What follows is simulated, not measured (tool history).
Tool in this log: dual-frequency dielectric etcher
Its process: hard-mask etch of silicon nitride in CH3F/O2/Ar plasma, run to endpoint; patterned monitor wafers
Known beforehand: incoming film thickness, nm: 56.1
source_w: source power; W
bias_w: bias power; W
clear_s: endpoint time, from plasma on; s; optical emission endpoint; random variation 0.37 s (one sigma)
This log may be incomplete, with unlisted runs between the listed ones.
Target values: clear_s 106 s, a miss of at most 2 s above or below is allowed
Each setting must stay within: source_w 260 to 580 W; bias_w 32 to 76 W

Run 1, day 0: source_w 420 W, bias_w 54 W. Result: clear_s 86.772 s.
Run 2, day 0.325: source_w 450 W, bias_w 54 W. Result: clear_s 84.533 s.
Run 3, day 0.479: source_w 420 W, bias_w 52 W. Result: clear_s 87.473 s.
Run 4, day 0.85: source_w 380 W, bias_w 52 W. Result: clear_s 91.089 s.
Run 5, day 1.138: source_w 380 W, bias_w 58 W. Result: clear_s 87.809 s.
Run 6, day 1.304: source_w 440 W, bias_w 58 W. Result: clear_s 83.299 s.
Run 7, day 1.383: source_w 410 W, bias_w 55 W. Result: clear_s 86.809 s.
Run 8, day 1.683: source_w 380 W, bias_w 52 W. Result: clear_s 91.816 s.
Run 9, day 1.8: source_w 360 W, bias_w 51 W. Result: clear_s 94.033 s.
Run 10, day 1.879: source_w 340 W, bias_w 50 W. Result: clear_s 97.081 s.
Run 11, day 1.962: source_w 330 W, bias_w 50 W. Result: clear_s 97.908 s.
Run 12, day 2.046: source_w 320 W, bias_w 50 W. Result: clear_s 99.407 s.
Run 13, day 2.179: source_w 310 W, bias_w 50 W. Result: clear_s 100.71 s.
Run 14, day 2.3: source_w 300 W, bias_w 50 W. Result: clear_s 102.55 s.
Run 15, day 2.588: source_w 290 W, bias_w 50 W. Result: clear_s 103.6 s.

Which of these 4 next moves meets every target?
Run A, day 2.875: source_w 270 W, bias_w 45 W. Result: clear_s ?.
Run B, day 2.875: source_w 300 W, bias_w 42 W. Result: clear_s ?.
Run C, day 2.875: source_w 340 W, bias_w 40 W. Result: clear_s ?.
Run D, day 2.875: source_w 260 W, bias_w 62 W. Result: clear_s ?.

move  clear_s
   A   109.61
   B   106.71
   C   102.43
   D   101.43
A: moves the result that the last run missed by most past its target, out the other side
B: in spec on every target
C: its largest miss is bigger than the last run's
D: its largest miss is bigger than the last run's
Go with B: it meets all targets.

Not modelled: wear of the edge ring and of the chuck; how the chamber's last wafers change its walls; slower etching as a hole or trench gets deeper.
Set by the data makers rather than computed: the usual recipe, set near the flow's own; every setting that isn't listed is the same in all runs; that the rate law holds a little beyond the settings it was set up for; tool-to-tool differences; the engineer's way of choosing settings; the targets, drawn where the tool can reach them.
